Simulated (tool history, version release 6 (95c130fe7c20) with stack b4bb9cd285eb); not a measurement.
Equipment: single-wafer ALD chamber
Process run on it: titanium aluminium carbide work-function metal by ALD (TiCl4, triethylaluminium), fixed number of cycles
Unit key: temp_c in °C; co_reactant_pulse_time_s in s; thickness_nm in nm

| run | hour | temp_c | co_reactant_pulse_time_s | thickness_nm |
|---|---|---|---|---|
| 1 | 0.0 | 280 | 13.67 | 1.8623 |
| 2 | 7.2 | 286 | 15.10 | 1.9534 |
| 3 | 8.3 | 286 | 17.68 | 1.9668 |
| 4 | 9.9 | 286 | 13.92 | 1.9369 |
| 5 | 16.0 | 286 | 11.09 | 1.8441 |
| 6 | 23.8 | 290 | 12.63 | 1.9523 |
| 7 | 32.3 | 293 | 12.98 | 1.9960 |
| 8 | 39.5 | 295 | 13.23 | 2.0089 |
| 9 | 45.4 | 297 | 13.59 | 2.0404 |

Forecast run 10:
| 10 | 52.5 | 299 | 13.83 | ? |

thickness_nm: 2.0522 nm

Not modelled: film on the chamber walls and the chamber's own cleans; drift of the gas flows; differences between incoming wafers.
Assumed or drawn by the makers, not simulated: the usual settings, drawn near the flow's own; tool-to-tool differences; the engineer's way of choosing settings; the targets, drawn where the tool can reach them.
